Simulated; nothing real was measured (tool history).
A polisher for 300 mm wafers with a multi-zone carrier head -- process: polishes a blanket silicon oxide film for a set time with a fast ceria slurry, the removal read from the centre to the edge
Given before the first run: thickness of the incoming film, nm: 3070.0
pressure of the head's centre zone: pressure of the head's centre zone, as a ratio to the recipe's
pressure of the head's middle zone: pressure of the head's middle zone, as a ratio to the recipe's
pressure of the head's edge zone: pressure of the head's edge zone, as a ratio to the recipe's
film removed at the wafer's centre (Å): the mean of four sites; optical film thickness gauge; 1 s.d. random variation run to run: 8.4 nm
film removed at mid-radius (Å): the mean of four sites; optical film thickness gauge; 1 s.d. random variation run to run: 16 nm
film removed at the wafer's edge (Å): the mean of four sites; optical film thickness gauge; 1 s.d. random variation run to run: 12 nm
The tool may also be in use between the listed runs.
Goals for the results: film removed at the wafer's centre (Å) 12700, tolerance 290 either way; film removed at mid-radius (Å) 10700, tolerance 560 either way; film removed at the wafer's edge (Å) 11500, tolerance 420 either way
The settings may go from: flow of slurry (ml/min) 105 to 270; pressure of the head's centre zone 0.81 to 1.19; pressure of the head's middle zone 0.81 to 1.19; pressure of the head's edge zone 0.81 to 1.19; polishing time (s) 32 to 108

run    day  flow of slurry (ml/min)  pressure of the head's centre zone  pressure of the head's middle zone  pressure of the head's edge zone  polishing time (s)  film removed at the wafer's centre (Å)  film removed at mid-radius (Å)  film removed at the wafer's edge (Å)
  1      0                      175                                   1                                   1                                 1                  70                                   10353                           10786                                 10284
  2   0.35                      215                                   1                                   1                                 1                  70                                   10615                           11205                                 10609
  3   0.65                      215                                   1                                   1                                 1                  59                                  8973.1                          9146.1                                8863.6
  4  0.954                      220                                1.03                                0.99                              1.03                  61                                  9579.7                          9513.6                                9359.4
  5   1.05                      220                                0.95                                0.99                              1.03                  61                                  8872.3                          9586.9                                9286.3
  6  1.154                      220                                0.95                                0.92                              1.03                  61                                  8814.6                          8678.2                                9299.8
  7  1.254                      225                                0.99                                0.93                              1.05                  63                                  9551.4                          9765.3                                9909.4
  8  1.454                      230                                1.03                                0.91                              1.05                  64                                   10206                            9564                                9943.1
  9   1.65                      230                                1.05                                 0.9                              1.07                  65                                   10462                            9484                                9946.5
 10  1.912                      230                                1.05                                 0.9                              1.07                  65                                   10393                          9644.8                                 10179
 11  2.271                      230                                1.05                                 0.9                              1.07                  65                                   10455                          9256.5                                 10101
 12  2.329                      235                                1.07                                0.91                              1.08                  66                                   10860                          9876.1                                 10466
 13  2.483                      240                                1.09                                0.91                              1.09                  66                                   11092                          9878.1                                 10519
 14  2.792                      240                                1.09                                0.91                              1.09                  66                                   11107                          9846.3                                 10352
 15  2.929                      240                                 1.1                                0.91                               1.1                  67                                   11252                          9826.5                                 10638
 16  3.279                      260                                1.19                                0.98                              1.15                  70                                   13093                           11028                                 11439

Below are 4 possible settings for the next run. Only one of them brings all results inside the allowed miss of their targets. Which is it?
  A  3.629                      270                                1.15                                0.99                              1.19                  74                                       ?                               ?                                     ?
  B  3.629                      265                                1.19                                1.02                              1.03                  72                                       ?                               ?                                     ?
  C  3.629                      260                                1.14                                0.91                               1.1                  72                                       ?                               ?                                     ?
  D  3.629                      270                                1.13                                1.03                              1.17                  76                                       ?                               ?                                     ?

move  film removed at the wafer's centre (Å)  film removed at mid-radius (Å)  film removed at the wafer's edge (Å)
   A                                   13444                           12066                                 12481
   B                                   13510                           12000                                 11263
   C                                   12898                           10937                                 11635
   D                                   13569                           12795                                 12699
A: the biggest miss grows against the last run
B: the biggest miss grows against the last run
C: meets every target
D: the biggest miss grows against the last run
C meets every target.
